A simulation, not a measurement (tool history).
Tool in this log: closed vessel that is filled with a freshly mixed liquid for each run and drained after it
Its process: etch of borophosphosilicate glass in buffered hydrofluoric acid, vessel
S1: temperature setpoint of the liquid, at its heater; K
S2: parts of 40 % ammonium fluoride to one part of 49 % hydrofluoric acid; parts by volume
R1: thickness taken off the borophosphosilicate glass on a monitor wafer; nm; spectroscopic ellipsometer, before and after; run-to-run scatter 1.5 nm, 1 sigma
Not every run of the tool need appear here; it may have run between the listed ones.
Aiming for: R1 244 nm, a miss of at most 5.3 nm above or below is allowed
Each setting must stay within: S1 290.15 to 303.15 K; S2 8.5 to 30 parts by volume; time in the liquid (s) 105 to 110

run 1 hour=0 | S1=295.15 S2=23.5 time_in_the_liquid_(s)=105 | R1=115.56
run 2 hour=2.3 | S1=295.15 S2=27.5 time_in_the_liquid_(s)=105 | R1=103.77
run 3 hour=7.4 | S1=297.65 S2=23 time_in_the_liquid_(s)=105 | R1=135.08
run 4 hour=13.6 | S1=297.65 S2=23 time_in_the_liquid_(s)=105 | R1=134.99
run 5 hour=22.8 | S1=297.65 S2=23 time_in_the_liquid_(s)=110 | R1=141.98
run 6 hour=24.2 | S1=299.15 S2=20 time_in_the_liquid_(s)=110 | R1=169.62
run 7 hour=27.7 | S1=300.15 S2=18 time_in_the_liquid_(s)=110 | R1=198.74
run 8 hour=30.1 | S1=303.15 S2=18 time_in_the_liquid_(s)=110 | R1=232.5
run 9 hour=34 | S1=303.15 S2=17.5 time_in_the_liquid_(s)=110 | R1=238.02

Which one of the following 4 next-run settings gets every result inside its allowed miss? There is exactly one.
run A hour=37.9 | S1=303.15 S2=18 time_in_the_liquid_(s)=110 | R1=?
run B hour=37.9 | S1=300.65 S2=15 time_in_the_liquid_(s)=110 | R1=?
run C hour=37.9 | S1=302.65 S2=17 time_in_the_liquid_(s)=105 | R1=?
run D hour=37.9 | S1=302.65 S2=16.5 time_in_the_liquid_(s)=105 | R1=?

move=A R1=230.83
move=B R1=242.23
move=C R1=227.08
move=D R1=233.86
A: misses by more than the last run did
B: meets every target
C: misses by more than the last run did
D: misses by more than the last run did
Correct choice: B, which meets every target
